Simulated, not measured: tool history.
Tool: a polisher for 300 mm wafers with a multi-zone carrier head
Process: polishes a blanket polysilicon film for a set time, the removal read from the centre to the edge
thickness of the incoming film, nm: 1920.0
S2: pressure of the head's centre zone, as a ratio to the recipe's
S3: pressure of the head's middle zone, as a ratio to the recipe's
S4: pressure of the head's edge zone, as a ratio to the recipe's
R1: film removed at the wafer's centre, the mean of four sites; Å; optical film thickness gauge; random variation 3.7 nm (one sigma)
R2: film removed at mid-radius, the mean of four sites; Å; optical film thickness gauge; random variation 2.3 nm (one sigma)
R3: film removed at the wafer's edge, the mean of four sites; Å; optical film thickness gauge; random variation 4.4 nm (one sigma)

{"run": 1, "hour": 0.0, "flow of slurry (ml/min)": 260, "S2": 1.0, "S3": 1.0, "S4": 1.0, "polishing time (s)": 42, "R1": 2920.5, "R2": 2942.1, "R3": 2933.6}
{"run": 2, "hour": 0.9, "flow of slurry (ml/min)": 260, "S2": 0.99, "S3": 0.99, "S4": 1.03, "polishing time (s)": 43, "R1": 2954.7, "R2": 2990.4, "R3": 3068.3}
{"run": 3, "hour": 5.6, "flow of slurry (ml/min)": 260, "S2": 0.99, "S3": 1.06, "S4": 1.03, "polishing time (s)": 43, "R1": 2964.7, "R2": 3185.4, "R3": 3027.0}
{"run": 4, "hour": 6.5, "flow of slurry (ml/min)": 265, "S2": 0.98, "S3": 1.05, "S4": 1.05, "polishing time (s)": 44, "R1": 2995.2, "R2": 3203.8, "R3": 3128.2}
{"run": 5, "hour": 14.1, "flow of slurry (ml/min)": 265, "S2": 0.98, "S3": 1.05, "S4": 1.13, "polishing time (s)": 44, "R1": 3046.7, "R2": 3193.2, "R3": 3294.4}
{"run": 6, "hour": 22.6, "flow of slurry (ml/min)": 265, "S2": 0.98, "S3": 1.09, "S4": 1.13, "polishing time (s)": 44, "R1": 3030.8, "R2": 3321.3, "R3": 3318.9}
{"run": 7, "hour": 27.3, "flow of slurry (ml/min)": 265, "S2": 0.97, "S3": 1.08, "S4": 1.14, "polishing time (s)": 45, "R1": 3094.3, "R2": 3343.4, "R3": 3390.0}
{"run": 8, "hour": 28.6, "flow of slurry (ml/min)": 265, "S2": 0.96, "S3": 1.07, "S4": 1.15, "polishing time (s)": 46, "R1": 3077.0, "R2": 3383.9, "R3": 3432.0}

Forecast run 9:
{"run": 9, "hour": 31.9, "flow of slurry (ml/min)": 260, "S2": 0.96, "S3": 1.05, "S4": 1.16, "polishing time (s)": 47, "R1": "?", "R2": "?", "R3": "?"}

{"run 9": {"R1": 3120.9, "R2": 3429.9, "R3": 3610.0}}
